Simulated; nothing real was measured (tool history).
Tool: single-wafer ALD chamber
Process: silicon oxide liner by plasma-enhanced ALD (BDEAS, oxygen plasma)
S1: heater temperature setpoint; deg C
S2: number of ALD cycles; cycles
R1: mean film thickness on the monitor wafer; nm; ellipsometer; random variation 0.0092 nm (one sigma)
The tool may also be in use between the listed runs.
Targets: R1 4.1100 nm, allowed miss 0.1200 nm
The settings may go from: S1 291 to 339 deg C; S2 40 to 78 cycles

run 1 hour=0.0 | S1=315 S2=59 | R1=5.0984
run 2 hour=0.7 | S1=322 S2=59 | R1=5.0704
run 3 hour=8.2 | S1=312 S2=59 | R1=5.1366
run 4 hour=9.6 | S1=312 S2=57 | R1=4.9556
run 5 hour=14.4 | S1=305 S2=57 | R1=4.9899
run 6 hour=17.5 | S1=312 S2=57 | R1=4.9348
run 7 hour=26.1 | S1=312 S2=55 | R1=4.7712
run 8 hour=28.4 | S1=312 S2=54 | R1=4.6955
run 9 hour=32.5 | S1=312 S2=53 | R1=4.6061
run 10 hour=41.3 | S1=312 S2=52 | R1=4.5150
run 11 hour=48.5 | S1=312 S2=51 | R1=4.4141
run 12 hour=53.6 | S1=312 S2=50 | R1=4.3520
run 13 hour=57.0 | S1=312 S2=49 | R1=4.2468

Which of these 5 next moves meets every target?
run A hour=60.4 | S1=304 S2=47 | R1=?
run B hour=60.4 | S1=307 S2=50 | R1=?
run C hour=60.4 | S1=301 S2=49 | R1=?
run D hour=60.4 | S1=316 S2=52 | R1=?
run E hour=60.4 | S1=309 S2=51 | R1=?

move=A R1=4.1161
move=B R1=4.3610
move=C R1=4.3088
move=D R1=4.4797
move=E R1=4.4360
A: meets every target
B: further off than the last run
C: further off than the last run
D: further off than the last run
E: further off than the last run
Move A is the one to make.

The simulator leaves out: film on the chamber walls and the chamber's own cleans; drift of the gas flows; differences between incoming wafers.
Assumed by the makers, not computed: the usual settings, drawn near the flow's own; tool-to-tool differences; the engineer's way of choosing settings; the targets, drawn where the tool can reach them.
